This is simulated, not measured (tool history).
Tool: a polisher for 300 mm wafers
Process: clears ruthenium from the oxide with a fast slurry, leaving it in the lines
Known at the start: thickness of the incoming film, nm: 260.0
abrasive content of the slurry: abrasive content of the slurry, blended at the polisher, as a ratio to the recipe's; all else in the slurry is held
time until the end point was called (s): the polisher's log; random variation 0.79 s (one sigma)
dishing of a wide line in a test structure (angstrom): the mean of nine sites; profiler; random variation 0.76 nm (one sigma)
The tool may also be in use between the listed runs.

run	day	flow of slurry (ml/min)	pressure of the wafer on the pad (kPa)	speed of the pad under the wafer (cm/s)	abrasive content of the slurry	overpolish time after the end point (s)	time until the end point was called (s)	dishing of a wide line in a test structure (angstrom)
1	0.000	315	23.4	84	1.0	21	68.395	531.26
2	0.288	315	23.4	92	1.0	21	62.467	548.41
3	0.342	315	23.4	92	1.1	21	59.412	572.55
4	0.442	315	23.4	92	1.1	25	59.282	639.94
5	0.808	315	23.4	92	1.1	29	60.024	696.70
6	1.112	315	23.4	92	1.1	36	59.010	791.69
7	1.271	315	22.1	92	1.1	31	62.236	692.70
8	1.558	315	20.7	92	1.1	27	65.399	633.24
9	1.788	315	20.0	92	1.1	23	66.978	562.97
10	1.954	315	19.3	92	1.1	20	69.312	522.17
11	2.058	315	15.2	90	1.1	10	84.632	248.39
# day 2.246: head pressure recalibrated
12	2.246	315	16.5	88	1.1	17	86.776	370.01
13	2.442	315	16.5	88	1.1	16	87.115	365.40

Forecast run 14:
14	2.592	315	17.2	88	1.1	14	?	?

{"run 14": {"time until the end point was called (s)": 85.638, "dishing of a wide line in a test structure (angstrom)": 341.14}}

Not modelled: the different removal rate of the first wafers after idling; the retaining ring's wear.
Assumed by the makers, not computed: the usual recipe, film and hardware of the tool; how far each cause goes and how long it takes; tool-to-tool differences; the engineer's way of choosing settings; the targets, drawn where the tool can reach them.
